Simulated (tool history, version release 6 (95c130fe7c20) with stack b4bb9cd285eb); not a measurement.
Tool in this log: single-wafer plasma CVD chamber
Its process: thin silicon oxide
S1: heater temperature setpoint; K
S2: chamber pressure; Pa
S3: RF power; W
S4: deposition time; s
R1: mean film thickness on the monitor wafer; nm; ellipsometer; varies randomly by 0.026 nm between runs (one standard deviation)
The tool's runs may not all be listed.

Run 1, day 0.000: S1 678.15 K, S2 114.0 Pa, S3 280 W, S4 4.55 s. Result: R1 8.3079 nm.
Run 2, day 0.088: S1 678.15 K, S2 114.0 Pa, S3 320 W, S4 4.55 s. Result: R1 9.0469 nm.
Run 3, day 0.358: S1 669.15 K, S2 114.0 Pa, S3 320 W, S4 4.55 s. Result: R1 9.1017 nm.
Run 4, day 0.438: S1 669.15 K, S2 123.6 Pa, S3 320 W, S4 4.55 s. Result: R1 9.5159 nm.
Run 5, day 0.554: S1 669.15 K, S2 123.6 Pa, S3 320 W, S4 4.55 s. Result: R1 9.4474 nm.
Run 6, day 0.796: S1 669.15 K, S2 117.9 Pa, S3 320 W, S4 4.55 s. Result: R1 9.2165 nm.
Run 7, day 1.104: S1 669.15 K, S2 113.2 Pa, S3 320 W, S4 4.55 s. Result: R1 8.9876 nm.
Run 8, day 1.371: S1 669.15 K, S2 109.1 Pa, S3 320 W, S4 4.55 s. Result: R1 8.7577 nm.
Run 9, day 1.479: S1 669.15 K, S2 105.6 Pa, S3 320 W, S4 4.55 s. Result: R1 8.6460 nm.
Run 10, day 1.771: S1 669.15 K, S2 102.1 Pa, S3 320 W, S4 4.55 s. Result: R1 8.4405 nm.
Run 11, day 2.133: S1 669.15 K, S2 99.5 Pa, S3 320 W, S4 4.55 s. Result: R1 8.3664 nm.
Run 12, day 2.233: S1 669.15 K, S2 96.8 Pa, S3 320 W, S4 4.55 s. Result: R1 8.2186 nm.
Run 13, day 2.392: S1 669.15 K, S2 94.7 Pa, S3 320 W, S4 4.55 s. Result: R1 8.1112 nm.

Run 14 has not been measured yet. What should we expect?
Run 14, day 2.504: S1 669.15 K, S2 92.8 Pa, S3 320 W, S4 4.55 s. Result: R1 ?.

{"run 14": {"R1": 8.0098}}
